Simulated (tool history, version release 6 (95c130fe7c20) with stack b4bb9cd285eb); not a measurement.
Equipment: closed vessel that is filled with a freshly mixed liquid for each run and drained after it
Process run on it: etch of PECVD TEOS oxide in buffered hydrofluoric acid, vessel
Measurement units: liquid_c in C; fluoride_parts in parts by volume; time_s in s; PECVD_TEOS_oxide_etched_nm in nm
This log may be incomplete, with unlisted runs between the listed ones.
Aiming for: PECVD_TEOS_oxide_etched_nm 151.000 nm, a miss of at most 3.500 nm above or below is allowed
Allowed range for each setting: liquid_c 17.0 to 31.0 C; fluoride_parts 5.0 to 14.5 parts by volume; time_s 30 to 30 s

run	day	liquid_c	fluoride_parts	time_s	PECVD_TEOS_oxide_etched_nm
1	0.000	23.0	9.0	30	62.726
2	0.158	25.5	8.0	30	81.451
3	0.471	27.0	7.0	30	101.700
4	0.712	27.0	7.0	30	100.780
5	0.796	24.5	7.0	30	89.047
6	1.146	26.5	6.5	30	105.580
7	1.504	28.0	6.0	30	123.620
8	1.767	29.0	6.0	30	129.740
9	1.954	29.5	6.0	30	134.050
10	2.304	31.0	5.5	30	156.090

Exercise: of the 4 proposed moves below, exactly one satisfies all targets within the stated allowed misses. Which move is it?
A	2.654	31.0	6.0	30	?
B	2.654	29.5	5.5	30	?
C	2.654	29.0	5.0	30	?
D	2.654	28.0	5.0	30	?

move	PECVD_TEOS_oxide_etched_nm
A	143.500
B	142.820
C	150.760
D	143.010
A: moves the result that the last run missed by most past its target, out the other side
B: moves the result that the last run missed by most past its target, out the other side
C: each result inside its tolerance
D: moves the result that the last run missed by most past its target, out the other side
C is the move that brings every result within its allowed miss.
